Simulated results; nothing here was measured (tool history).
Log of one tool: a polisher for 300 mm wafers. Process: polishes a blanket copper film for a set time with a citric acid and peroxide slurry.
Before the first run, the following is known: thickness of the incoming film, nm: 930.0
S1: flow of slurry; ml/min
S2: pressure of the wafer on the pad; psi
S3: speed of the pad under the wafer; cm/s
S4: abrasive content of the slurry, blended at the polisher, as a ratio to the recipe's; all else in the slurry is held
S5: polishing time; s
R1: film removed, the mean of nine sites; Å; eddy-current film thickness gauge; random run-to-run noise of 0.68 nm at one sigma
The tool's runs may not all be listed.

run,hour,S1,S2,S3,S4,S5,R1
1,0,245,3.6,86,1,32,709.88
2,7.7,245,3.7,86,1,32,722.08
3,16,245,3.8,86,1,32,747.67
4,17.4,245,3.9,86,1,32,765.29
5,25.5,245,3.9,86,1,32,761.13
6,34.3,290,3.9,86,1,32,763.93
7,36.9,290,4,86,1,32,791.42
8,41.7,290,4.1,86,1,32,817.85
9,46.6,290,4.2,86,1,32,831.96
10,55,290,4.3,86,1,32,857.58

Predict the results of run 11:
11,58.8,290,4.6,86,1,32,?

R1: 913.03 Å

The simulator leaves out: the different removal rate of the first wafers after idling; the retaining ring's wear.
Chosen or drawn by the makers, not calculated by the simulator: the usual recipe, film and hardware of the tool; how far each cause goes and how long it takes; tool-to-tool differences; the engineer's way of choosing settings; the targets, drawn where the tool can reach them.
